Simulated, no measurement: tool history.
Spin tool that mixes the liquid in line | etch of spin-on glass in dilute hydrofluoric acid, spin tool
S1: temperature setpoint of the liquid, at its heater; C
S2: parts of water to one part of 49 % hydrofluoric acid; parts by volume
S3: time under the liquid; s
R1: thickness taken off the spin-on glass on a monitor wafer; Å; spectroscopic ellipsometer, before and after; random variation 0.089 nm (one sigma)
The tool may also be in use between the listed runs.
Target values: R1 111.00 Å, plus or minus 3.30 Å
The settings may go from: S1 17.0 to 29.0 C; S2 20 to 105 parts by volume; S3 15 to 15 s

run 1 hour=0.0 | S1=21.0 S2=55 S3=15 | R1=134.21
run 2 hour=3.3 | S1=21.0 S2=55 S3=15 | R1=132.64
run 3 hour=8.9 | S1=20.0 S2=55 S3=15 | R1=125.41
run 4 hour=13.2 | S1=20.0 S2=35 S3=15 | R1=202.97
run 5 hour=16.6 | S1=19.0 S2=40 S3=15 | R1=171.28
run 6 hour=25.2 | S1=18.5 S2=45 S3=15 | R1=146.69
run 7 hour=29.5 | S1=18.0 S2=50 S3=15 | R1=129.42
run 8 hour=36.0 | S1=18.0 S2=50 S3=15 | R1=128.19
run 9 hour=38.3 | S1=17.5 S2=50 S3=15 | R1=127.56
run 10 hour=44.8 | S1=17.5 S2=50 S3=15 | R1=125.58

Which of these 4 next moves meets every target?
run A hour=51.3 | S1=17.0 S2=60 S3=15 | R1=?
run B hour=51.3 | S1=17.0 S2=55 S3=15 | R1=?
run C hour=51.3 | S1=26.0 S2=65 S3=15 | R1=?
run D hour=51.3 | S1=17.0 S2=40 S3=15 | R1=?

move=A R1=102.14
move=B R1=112.04
move=C R1=136.26
move=D R1=156.66
A: the result that was furthest off in the last run now lies on the other side of its target
B: hits every target within its allowed miss
C: the biggest miss grows against the last run
D: the biggest miss grows against the last run
Go with B: it meets all targets.

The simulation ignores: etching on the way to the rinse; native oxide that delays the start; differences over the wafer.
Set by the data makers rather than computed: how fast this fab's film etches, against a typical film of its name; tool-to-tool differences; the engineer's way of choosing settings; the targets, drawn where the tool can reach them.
